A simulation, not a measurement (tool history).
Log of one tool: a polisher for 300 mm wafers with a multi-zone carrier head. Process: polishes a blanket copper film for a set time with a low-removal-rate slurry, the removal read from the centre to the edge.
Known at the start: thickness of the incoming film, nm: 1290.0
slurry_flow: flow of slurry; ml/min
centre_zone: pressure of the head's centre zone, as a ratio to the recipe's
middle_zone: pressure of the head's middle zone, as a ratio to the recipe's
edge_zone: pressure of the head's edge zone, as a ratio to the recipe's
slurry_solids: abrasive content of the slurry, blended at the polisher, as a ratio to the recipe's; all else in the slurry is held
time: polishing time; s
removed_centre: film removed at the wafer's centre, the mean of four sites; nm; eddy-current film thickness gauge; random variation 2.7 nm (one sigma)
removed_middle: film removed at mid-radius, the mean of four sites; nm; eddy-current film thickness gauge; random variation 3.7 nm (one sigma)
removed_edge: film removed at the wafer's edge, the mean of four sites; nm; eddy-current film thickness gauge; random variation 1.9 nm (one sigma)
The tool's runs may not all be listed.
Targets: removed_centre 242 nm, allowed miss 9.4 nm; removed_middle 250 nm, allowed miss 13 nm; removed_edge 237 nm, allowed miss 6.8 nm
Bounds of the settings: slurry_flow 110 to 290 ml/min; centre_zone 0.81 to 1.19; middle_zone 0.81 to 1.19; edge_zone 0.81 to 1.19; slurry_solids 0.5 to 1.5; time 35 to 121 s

run	hour	slurry_flow	centre_zone	middle_zone	edge_zone	slurry_solids	time	removed_centre	removed_middle	removed_edge
1	0	185	1	1	1	1	78	199.57	194.41	197.46
2	3.8	185	1	1	0.93	1	78	196.45	192.9	192.1
3	11.5	185	1	1	0.93	0.9	78	192.84	188.63	186.21
4	18.2	185	1	1	0.93	0.7	78	177.12	180.49	171.18
5	24.8	185	1	1	1.01	0.7	78	179.3	176.67	181.06
6	33.7	185	0.92	1	1.01	0.7	78	169.1	178.95	179.66
7	39.1	195	0.95	1.03	1.02	0.8	79	183.35	191.18	191.35
8	41.5	205	0.97	1.06	1.03	0.9	80	196	206.14	201.16

4 next moves are on the table. One of them brings every result within its allowed miss. Which?
A	43.9	255	0.97	1.03	0.94	1.25	87	?	?	?
B	43.9	215	1.14	1.09	1.01	0.55	110	?	?	?
C	43.9	245	1.04	0.87	1.03	1.05	95	?	?	?
D	43.9	240	0.94	1	1.01	0.85	100	?	?	?

move	removed_centre	removed_middle	removed_edge
A	240.53	245.33	231.5
B	264.8	249.86	232.8
C	262.63	220.56	250.13
D	240.26	245.09	244.97
A: meets every target
B: brings the result that was furthest off to its target, and leaves another outside
C: takes the result that was furthest off past its target
D: takes the result that was furthest off past its target
Answer: A
